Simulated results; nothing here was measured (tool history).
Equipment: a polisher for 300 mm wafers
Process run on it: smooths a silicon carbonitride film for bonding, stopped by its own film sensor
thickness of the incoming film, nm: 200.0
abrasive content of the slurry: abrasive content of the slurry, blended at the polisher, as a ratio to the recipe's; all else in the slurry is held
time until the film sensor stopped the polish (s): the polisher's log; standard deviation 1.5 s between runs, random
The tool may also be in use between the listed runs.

run,day,flow of slurry (ml/min),pressure of the wafer on the pad (psi),speed of the pad under the wafer (m/s),abrasive content of the slurry,target thickness at which the film sensor stops the polish (Å),time until the film sensor stopped the polish (s)
1,0,250,1.8,1.08,1,1860,59.718
2,0.329,250,2.1,1.08,1,1860,50.496
3,0.579,250,1.9,1.04,1,1860,56.657
4,0.908,250,1.9,1.28,1,1860,48.834
5,1.183,250,1.7,1.22,1,1860,56.913
6,1.446,305,1.7,1.22,1,1860,54.926
7,1.762,305,1.6,1.16,1,1860,61.305
8,2.004,305,1.5,1.12,1,1860,67.307

Estimate the outcome of run 9 from the log above:
9,2.367,305,1.4,1.08,1,1860,?

time until the film sensor stopped the polish (s): 73.07
